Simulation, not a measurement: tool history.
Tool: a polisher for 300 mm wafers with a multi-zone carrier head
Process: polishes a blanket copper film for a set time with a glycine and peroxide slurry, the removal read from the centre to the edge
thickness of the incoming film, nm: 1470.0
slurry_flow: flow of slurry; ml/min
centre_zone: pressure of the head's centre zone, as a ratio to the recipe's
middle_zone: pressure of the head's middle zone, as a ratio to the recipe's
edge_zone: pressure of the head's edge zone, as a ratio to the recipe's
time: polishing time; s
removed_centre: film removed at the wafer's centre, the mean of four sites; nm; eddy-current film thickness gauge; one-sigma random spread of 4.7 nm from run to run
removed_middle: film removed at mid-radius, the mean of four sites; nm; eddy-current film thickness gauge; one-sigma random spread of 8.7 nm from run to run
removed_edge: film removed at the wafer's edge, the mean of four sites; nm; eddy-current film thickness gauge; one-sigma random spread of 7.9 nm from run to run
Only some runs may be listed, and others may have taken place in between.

run,hour,slurry_flow,centre_zone,middle_zone,edge_zone,time,removed_centre,removed_middle,removed_edge
1,0,255,1,1,1,71,490.41,494.75,488.02
2,8.4,195,1,1,1,71,491.84,486.9,471.32
3,10.1,195,1,1,1,59,406.78,406.12,397.74
4,13.4,195,1,1,0.97,59,403.78,396.18,380.12
5,16.5,205,1.03,1.02,1.01,62,437.61,417.03,417.23
6,17.1,205,1.03,1.06,1.01,62,440.38,432.97,414.37
7,23.3,215,1.03,1.08,1.03,66,467.69,492.45,447.13
8,30.1,230,1.05,1.09,1.06,68,496.57,503.65,466.19
9,35.4,240,1.05,1.09,1.08,71,513.9,528.04,489.05

Predict the results of run 10:
10,36.1,250,1.05,1.09,1.1,73,?,?,?

Run 10 gave removed_centre 532.22 nm, removed_middle 548.65 nm, removed_edge 514.98 nm.
